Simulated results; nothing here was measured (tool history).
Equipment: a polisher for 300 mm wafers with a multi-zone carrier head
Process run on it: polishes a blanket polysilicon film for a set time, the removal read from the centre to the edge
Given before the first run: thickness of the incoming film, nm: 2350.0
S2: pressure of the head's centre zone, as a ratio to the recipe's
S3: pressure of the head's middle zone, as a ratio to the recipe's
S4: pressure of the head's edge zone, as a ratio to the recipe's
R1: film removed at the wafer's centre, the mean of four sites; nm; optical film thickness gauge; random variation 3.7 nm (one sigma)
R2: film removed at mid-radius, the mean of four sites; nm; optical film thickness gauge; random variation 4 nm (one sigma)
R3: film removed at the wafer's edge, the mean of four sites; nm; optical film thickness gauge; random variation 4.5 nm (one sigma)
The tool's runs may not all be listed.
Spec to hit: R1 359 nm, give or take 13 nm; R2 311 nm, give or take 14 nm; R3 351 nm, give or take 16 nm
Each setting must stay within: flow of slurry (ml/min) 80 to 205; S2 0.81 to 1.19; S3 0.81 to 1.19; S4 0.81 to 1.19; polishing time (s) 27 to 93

{"run": 1, "hour": 0.0, "flow of slurry (ml/min)": 135, "S2": 1, "S3": 1, "S4": 1, "polishing time (s)": 59, "R1": 488.97, "R2": 475.75, "R3": 482.92}
{"run": 2, "hour": 8.4, "flow of slurry (ml/min)": 135, "S2": 1, "S3": 1, "S4": 1, "polishing time (s)": 47, "R1": 383.08, "R2": 381.07, "R3": 384.22}
{"run": 3, "hour": 10.8, "flow of slurry (ml/min)": 135, "S2": 1, "S3": 1, "S4": 0.93, "polishing time (s)": 47, "R1": 383.14, "R2": 385.1, "R3": 377.91}
{"run": 4, "hour": 13.0, "flow of slurry (ml/min)": 130, "S2": 1, "S3": 0.98, "S4": 0.93, "polishing time (s)": 47, "R1": 384.88, "R2": 374.05, "R3": 378.4}
{"run": 5, "hour": 21.7, "flow of slurry (ml/min)": 130, "S2": 1, "S3": 0.98, "S4": 0.93, "polishing time (s)": 33, "R1": 267.44, "R2": 264.02, "R3": 262.22}
{"run": 6, "hour": 23.7, "flow of slurry (ml/min)": 135, "S2": 1, "S3": 0.97, "S4": 0.95, "polishing time (s)": 34, "R1": 283.47, "R2": 268.22, "R3": 271.76}
{"run": 7, "hour": 31.9, "flow of slurry (ml/min)": 135, "S2": 1, "S3": 0.96, "S4": 0.97, "polishing time (s)": 36, "R1": 299.5, "R2": 277.13, "R3": 288.86}
{"run": 8, "hour": 40.8, "flow of slurry (ml/min)": 140, "S2": 1, "S3": 0.96, "S4": 0.99, "polishing time (s)": 37, "R1": 308.36, "R2": 290.7, "R3": 299.64}
{"run": 9, "hour": 48.8, "flow of slurry (ml/min)": 145, "S2": 1, "S3": 0.95, "S4": 1.01, "polishing time (s)": 38, "R1": 322.42, "R2": 299.98, "R3": 322.09}

Exercise: of the 5 proposed moves below, exactly one satisfies all targets within the stated allowed misses. Which move is it?
{"run": "A", "hour": 56.8, "flow of slurry (ml/min)": 140, "S2": 0.92, "S3": 0.96, "S4": 0.99, "polishing time (s)": 42, "R1": "?", "R2": "?", "R3": "?"}
{"run": "B", "hour": 56.8, "flow of slurry (ml/min)": 155, "S2": 0.85, "S3": 0.9, "S4": 1.05, "polishing time (s)": 39, "R1": "?", "R2": "?", "R3": "?"}
{"run": "C", "hour": 56.8, "flow of slurry (ml/min)": 180, "S2": 1.02, "S3": 0.81, "S4": 1.08, "polishing time (s)": 43, "R1": "?", "R2": "?", "R3": "?"}
{"run": "D", "hour": 56.8, "flow of slurry (ml/min)": 170, "S2": 1.03, "S3": 0.89, "S4": 1.02, "polishing time (s)": 40, "R1": "?", "R2": "?", "R3": "?"}
{"run": "E", "hour": 56.8, "flow of slurry (ml/min)": 175, "S2": 1.08, "S3": 1.09, "S4": 0.92, "polishing time (s)": 38, "R1": "?", "R2": "?", "R3": "?"}

move=A R1=316.86 R2=332.15 R3=345.88
move=B R1=278.16 R2=298.62 R3=335.86
move=C R1=379.78 R2=309.92 R3=383.49
move=D R1=353.05 R2=308.45 R3=343.94
move=E R1=354.3 R2=349.3 R3=311.41
A: moves away from the targets compared with the last run
B: moves away from the targets compared with the last run
C: moves the result that the last run missed by most past its target, out the other side
D: in spec on every target
E: puts the biggest miss on target and leaves a different result outside tolerance
Correct choice: D, which meets every target
